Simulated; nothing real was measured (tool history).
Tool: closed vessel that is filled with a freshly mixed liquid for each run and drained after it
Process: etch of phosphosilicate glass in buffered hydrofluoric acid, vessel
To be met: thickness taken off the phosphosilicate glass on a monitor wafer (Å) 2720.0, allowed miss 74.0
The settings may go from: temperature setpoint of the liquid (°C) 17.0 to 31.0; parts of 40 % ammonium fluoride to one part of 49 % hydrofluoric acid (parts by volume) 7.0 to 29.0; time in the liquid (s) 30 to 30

run	hour	temperature setpoint of the liquid (°C)	parts of 40 % ammonium fluoride to one part of 49 % hydrofluoric acid (parts by volume)	time in the liquid (s)	thickness taken off the phosphosilicate glass on a monitor wafer (Å)
1	0.0	23.0	18.0	30	1502.6
2	7.7	25.0	17.0	30	1754.2
3	10.3	25.0	17.0	30	1759.7
4	13.1	25.0	12.5	30	2414.9
5	17.5	25.5	12.5	30	2424.8
6	24.7	22.0	12.5	30	2011.3
7	26.8	23.0	12.5	30	2136.8
8	31.6	24.0	12.5	30	2225.8
9	32.7	25.0	12.5	30	2411.1
10	40.7	25.5	12.5	30	2452.1

4 next moves are on the table. One of them brings every result within its allowed miss. Which?
A	48.7	26.5	11.0	30	?
B	48.7	25.0	11.0	30	?
C	48.7	25.5	13.0	30	?
D	48.7	20.0	9.0	30	?

move	thickness taken off the phosphosilicate glass on a monitor wafer (Å)
A	2907.4
B	2681.5
C	2340.2
D	2387.4
A: takes the result that was furthest off past its target
B: meets every target
C: further off than the last run
D: further off than the last run
Move B is the one to make.

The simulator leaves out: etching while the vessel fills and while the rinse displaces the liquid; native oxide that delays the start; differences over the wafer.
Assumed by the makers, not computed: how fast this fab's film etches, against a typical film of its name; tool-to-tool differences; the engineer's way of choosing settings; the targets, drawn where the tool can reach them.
